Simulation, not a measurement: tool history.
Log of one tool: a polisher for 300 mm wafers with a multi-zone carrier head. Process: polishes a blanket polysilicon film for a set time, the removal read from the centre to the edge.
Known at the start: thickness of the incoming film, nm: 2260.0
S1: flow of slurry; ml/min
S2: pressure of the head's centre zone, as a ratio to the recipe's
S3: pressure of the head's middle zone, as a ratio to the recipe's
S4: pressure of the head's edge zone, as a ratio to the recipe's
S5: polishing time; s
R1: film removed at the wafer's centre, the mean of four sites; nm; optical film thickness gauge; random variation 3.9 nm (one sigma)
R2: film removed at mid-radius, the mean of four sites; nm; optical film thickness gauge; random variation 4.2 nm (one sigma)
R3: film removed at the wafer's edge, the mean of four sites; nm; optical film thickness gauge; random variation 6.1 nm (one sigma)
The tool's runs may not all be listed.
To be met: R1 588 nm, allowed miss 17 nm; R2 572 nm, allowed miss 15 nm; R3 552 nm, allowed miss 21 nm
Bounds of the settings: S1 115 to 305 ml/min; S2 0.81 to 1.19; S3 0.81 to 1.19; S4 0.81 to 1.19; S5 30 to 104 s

run 1 day=0 | S1=195 S2=1 S3=1 S4=1 S5=67 | R1=851.84 R2=796.01 R3=780.79
run 2 day=0.288 | S1=190 S2=0.98 S3=0.99 S4=0.97 S5=63 | R1=780.71 R2=726.5 R3=721.33
run 3 day=0.633 | S1=190 S2=0.98 S3=0.99 S4=0.97 S5=52 | R1=656.09 R2=597.42 R3=597.75
run 4 day=0.742 | S1=190 S2=1.01 S3=0.99 S4=0.97 S5=52 | R1=669.42 R2=603.23 R3=594.08
run 5 day=1.025 | S1=190 S2=0.98 S3=0.99 S4=0.97 S5=52 | R1=649.98 R2=611.11 R3=592.08
run 6 day=1.329 | S1=190 S2=0.98 S3=0.99 S4=0.97 S5=42 | R1=525.43 R2=485.33 R3=471.56
run 7 day=1.688 | S1=195 S2=0.98 S3=1 S4=0.99 S5=43 | R1=543.54 R2=501.63 R3=497.63
run 8 day=1.796 | S1=205 S2=0.98 S3=1.02 S4=1 S5=44 | R1=563.43 R2=527.21 R3=510.6
run 9 day=2.125 | S1=215 S2=0.98 S3=1.03 S4=1.01 S5=44 | R1=558.12 R2=525.58 R3=519.48
run 10 day=2.254 | S1=215 S2=0.98 S3=1.03 S4=1.01 S5=44 | R1=563.35 R2=534.85 R3=512.17
run 11 day=2.538 | S1=220 S2=0.98 S3=1.03 S4=1.02 S5=44 | R1=563.15 R2=538.44 R3=509.36
run 12 day=2.904 | S1=215 S2=0.98 S3=1.03 S4=1.03 S5=45 | R1=568.23 R2=550.99 R3=527.31

Which of these 4 next moves meets every target?
run A day=3.271 | S1=200 S2=0.93 S3=1 S4=1.05 S5=46 | R1=? R2=? R3=?
run B day=3.271 | S1=160 S2=1.03 S3=1.02 S4=1 S5=45 | R1=? R2=? R3=?
run C day=3.271 | S1=255 S2=0.97 S3=1.06 S4=1.12 S5=42 | R1=? R2=? R3=?
run D day=3.271 | S1=240 S2=0.95 S3=1.02 S4=1 S5=47 | R1=? R2=? R3=?

move=A R1=555.84 R2=539.46 R3=539.83
move=B R1=584.17 R2=521.89 R3=505.25
move=C R1=545.15 R2=531.04 R3=518.76
move=D R1=593.23 R2=571.79 R3=546.51
A: further off than the last run
B: further off than the last run
C: further off than the last run
D: meets every target
Move D is the one to make.
